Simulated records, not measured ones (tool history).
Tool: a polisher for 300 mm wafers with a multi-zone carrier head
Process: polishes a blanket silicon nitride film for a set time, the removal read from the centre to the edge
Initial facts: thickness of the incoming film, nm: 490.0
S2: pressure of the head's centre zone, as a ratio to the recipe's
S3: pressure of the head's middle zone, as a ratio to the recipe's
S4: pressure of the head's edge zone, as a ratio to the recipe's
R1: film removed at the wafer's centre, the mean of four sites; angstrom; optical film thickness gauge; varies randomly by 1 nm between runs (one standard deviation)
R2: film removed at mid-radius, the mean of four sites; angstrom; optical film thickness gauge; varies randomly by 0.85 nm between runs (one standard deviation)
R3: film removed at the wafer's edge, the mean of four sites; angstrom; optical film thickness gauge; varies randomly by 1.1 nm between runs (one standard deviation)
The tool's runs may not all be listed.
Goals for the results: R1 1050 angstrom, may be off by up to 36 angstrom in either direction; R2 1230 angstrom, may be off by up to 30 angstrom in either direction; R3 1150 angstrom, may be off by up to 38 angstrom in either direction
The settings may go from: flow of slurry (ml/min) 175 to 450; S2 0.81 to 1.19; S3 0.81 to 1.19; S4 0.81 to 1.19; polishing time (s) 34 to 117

run 1 hour=0 | flow_of_slurry_(ml/min)=290 S2=1 S3=1 S4=1 polishing_time_(s)=75 | R1=1281.5 R2=1290.4 R3=1293.8
run 2 hour=7.1 | flow_of_slurry_(ml/min)=285 S2=0.98 S3=1 S4=0.98 polishing_time_(s)=75 | R1=1229.6 R2=1285.4 R3=1298.2
run 3 hour=10.1 | flow_of_slurry_(ml/min)=285 S2=0.97 S3=1.01 S4=0.96 polishing_time_(s)=74 | R1=1205.6 R2=1270.4 R3=1266.6
run 4 hour=17.2 | flow_of_slurry_(ml/min)=285 S2=0.97 S3=1.01 S4=0.96 polishing_time_(s)=90 | R1=1481.2 R2=1562.3 R3=1522.6
run 5 hour=20.2 | flow_of_slurry_(ml/min)=285 S2=0.96 S3=1.02 S4=0.94 polishing_time_(s)=87 | R1=1422.5 R2=1533.3 R3=1439
run 6 hour=23.2 | flow_of_slurry_(ml/min)=285 S2=0.94 S3=1.01 S4=0.92 polishing_time_(s)=85 | R1=1365.6 R2=1485.1 R3=1404.2
run 7 hour=24.5 | flow_of_slurry_(ml/min)=280 S2=0.92 S3=1.01 S4=0.91 polishing_time_(s)=83 | R1=1321.1 R2=1443.5 R3=1391.5
run 8 hour=31.8 | flow_of_slurry_(ml/min)=280 S2=0.91 S3=1.02 S4=0.9 polishing_time_(s)=80 | R1=1223.2 R2=1407 R3=1327
run 9 hour=34.7 | flow_of_slurry_(ml/min)=280 S2=0.91 S3=1.02 S4=0.89 polishing_time_(s)=78 | R1=1222.9 R2=1372.5 R3=1271.5
run 10 hour=39.7 | flow_of_slurry_(ml/min)=275 S2=0.9 S3=1.01 S4=0.88 polishing_time_(s)=77 | R1=1186.8 R2=1340.4 R3=1275
run 11 hour=41.1 | flow_of_slurry_(ml/min)=275 S2=0.89 S3=1.01 S4=0.87 polishing_time_(s)=76 | R1=1155 R2=1321.8 R3=1238.2
run 12 hour=48.8 | flow_of_slurry_(ml/min)=270 S2=0.88 S3=1.01 S4=0.86 polishing_time_(s)=75 | R1=1123.9 R2=1300.2 R3=1202.5
run 13 hour=55.4 | flow_of_slurry_(ml/min)=260 S2=0.87 S3=1.01 S4=0.86 polishing_time_(s)=75 | R1=1099.6 R2=1300.6 R3=1193
run 14 hour=56.6 | flow_of_slurry_(ml/min)=250 S2=0.87 S3=1 S4=0.86 polishing_time_(s)=75 | R1=1085.3 R2=1288 R3=1191.9
run 15 hour=65 | flow_of_slurry_(ml/min)=245 S2=0.87 S3=0.99 S4=0.86 polishing_time_(s)=75 | R1=1105.8 R2=1273.1 R3=1200.7
run 16 hour=69.4 | flow_of_slurry_(ml/min)=240 S2=0.87 S3=0.99 S4=0.86 polishing_time_(s)=75 | R1=1095.4 R2=1268.8 R3=1194.4
run 17 hour=73.2 | flow_of_slurry_(ml/min)=235 S2=0.87 S3=0.99 S4=0.86 polishing_time_(s)=75 | R1=1084.4 R2=1258.6 R3=1189.5
run 18 hour=82 | flow_of_slurry_(ml/min)=230 S2=0.87 S3=0.99 S4=0.86 polishing_time_(s)=75 | R1=1081.5 R2=1258.7 R3=1206.7

Pick the move, out of 4, that brings all results within their allowed miss; only one does.
run A hour=90.8 | flow_of_slurry_(ml/min)=320 S2=0.87 S3=1.02 S4=0.89 polishing_time_(s)=69 | R1=? R2=? R3=?
run B hour=90.8 | flow_of_slurry_(ml/min)=275 S2=0.91 S3=1.03 S4=0.81 polishing_time_(s)=74 | R1=? R2=? R3=?
run C hour=90.8 | flow_of_slurry_(ml/min)=245 S2=0.97 S3=1.05 S4=0.81 polishing_time_(s)=69 | R1=? R2=? R3=?
run D hour=90.8 | flow_of_slurry_(ml/min)=175 S2=0.81 S3=0.9 S4=0.84 polishing_time_(s)=82 | R1=? R2=? R3=?

move=A R1=1054.3 R2=1216.4 R3=1148.8
move=B R1=1164.2 R2=1294.8 R3=1168
move=C R1=1141.7 R2=1209.2 R3=1078.4
move=D R1=1074.4 R2=1225.7 R3=1261
A: every result within its allowed miss
B: corrects the largest miss of the last run, while another result sits out of spec
C: takes the result that was furthest off past its target
D: moves away from the targets compared with the last run
The right move is A.

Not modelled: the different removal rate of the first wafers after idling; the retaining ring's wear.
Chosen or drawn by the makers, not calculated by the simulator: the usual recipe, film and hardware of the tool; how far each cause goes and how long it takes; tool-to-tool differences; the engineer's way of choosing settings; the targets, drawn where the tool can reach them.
